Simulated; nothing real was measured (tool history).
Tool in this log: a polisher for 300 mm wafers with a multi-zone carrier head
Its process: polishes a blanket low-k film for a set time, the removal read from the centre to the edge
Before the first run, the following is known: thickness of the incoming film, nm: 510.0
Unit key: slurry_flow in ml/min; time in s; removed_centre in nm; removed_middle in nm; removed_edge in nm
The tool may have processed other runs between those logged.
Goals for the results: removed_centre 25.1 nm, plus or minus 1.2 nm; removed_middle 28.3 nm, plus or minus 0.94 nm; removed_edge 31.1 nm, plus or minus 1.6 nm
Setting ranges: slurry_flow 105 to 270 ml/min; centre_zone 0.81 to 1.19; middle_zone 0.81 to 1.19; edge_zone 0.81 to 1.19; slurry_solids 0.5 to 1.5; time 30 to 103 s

{"run": 1, "hour": 0.0, "slurry_flow": 175, "centre_zone": 1, "middle_zone": 1, "edge_zone": 1, "slurry_solids": 1, "time": 66, "removed_centre": 23.481, "removed_middle": 23.848, "removed_edge": 24.62}
{"run": 2, "hour": 7.4, "slurry_flow": 180, "centre_zone": 0.98, "middle_zone": 1.01, "edge_zone": 1.05, "slurry_solids": 1.1, "time": 66, "removed_centre": 24.845, "removed_middle": 25.263, "removed_edge": 25.419}
{"run": 3, "hour": 12.5, "slurry_flow": 200, "centre_zone": 0.98, "middle_zone": 1.01, "edge_zone": 1.05, "slurry_solids": 1.1, "time": 66, "removed_centre": 25.206, "removed_middle": 25.542, "removed_edge": 26.242}
{"run": 4, "hour": 20.5, "slurry_flow": 200, "centre_zone": 0.98, "middle_zone": 1.01, "edge_zone": 0.99, "slurry_solids": 1.1, "time": 66, "removed_centre": 24.494, "removed_middle": 25.771, "removed_edge": 25.534}
{"run": 5, "hour": 21.9, "slurry_flow": 175, "centre_zone": 0.98, "middle_zone": 1.01, "edge_zone": 0.99, "slurry_solids": 1.1, "time": 66, "removed_centre": 24.204, "removed_middle": 25.568, "removed_edge": 25.447}
{"run": 6, "hour": 22.7, "slurry_flow": 175, "centre_zone": 0.98, "middle_zone": 1.01, "edge_zone": 0.95, "slurry_solids": 1.1, "time": 66, "removed_centre": 24.034, "removed_middle": 25.523, "removed_edge": 24.412}
{"run": 7, "hour": 31.4, "slurry_flow": 215, "centre_zone": 0.92, "middle_zone": 1.05, "edge_zone": 1.05, "slurry_solids": 1.2, "time": 66, "removed_centre": 25.051, "removed_middle": 28.302, "removed_edge": 27.942}
{"run": 8, "hour": 32.2, "slurry_flow": 220, "centre_zone": 0.89, "middle_zone": 1.03, "edge_zone": 1.09, "slurry_solids": 1.25, "time": 66, "removed_centre": 24.316, "removed_middle": 28.92, "removed_edge": 28.44}

Next run, 4 choices. One meets every target within its allowed miss, the rest don't. Which?
{"run": "A", "hour": 33.0, "slurry_flow": 205, "centre_zone": 0.98, "middle_zone": 1.15, "edge_zone": 0.94, "slurry_solids": 1.35, "time": 60, "removed_centre": "?", "removed_middle": "?", "removed_edge": "?"}
{"run": "B", "hour": 33.0, "slurry_flow": 195, "centre_zone": 0.86, "middle_zone": 1.18, "edge_zone": 0.87, "slurry_solids": 1.5, "time": 58, "removed_centre": "?", "removed_middle": "?", "removed_edge": "?"}
{"run": "C", "hour": 33.0, "slurry_flow": 190, "centre_zone": 0.88, "middle_zone": 0.97, "edge_zone": 1.14, "slurry_solids": 1.45, "time": 67, "removed_centre": "?", "removed_middle": "?", "removed_edge": "?"}
{"run": "D", "hour": 33.0, "slurry_flow": 190, "centre_zone": 0.81, "middle_zone": 1.07, "edge_zone": 1.13, "slurry_solids": 1.3, "time": 68, "removed_centre": "?", "removed_middle": "?", "removed_edge": "?"}

move=A removed_centre=25.007 removed_middle=28.63 removed_edge=25.306
move=B removed_centre=21.91 removed_middle=29.25 removed_edge=24.466
move=C removed_centre=25.414 removed_middle=28.474 removed_edge=31.764
move=D removed_centre=22.703 removed_middle=29.831 removed_edge=30.655
A: lands further from the targets than the last run did
B: lands further from the targets than the last run did
C: each result inside its tolerance
D: corrects the largest miss of the last run, while another result sits out of spec
Correct choice: C, which meets every target
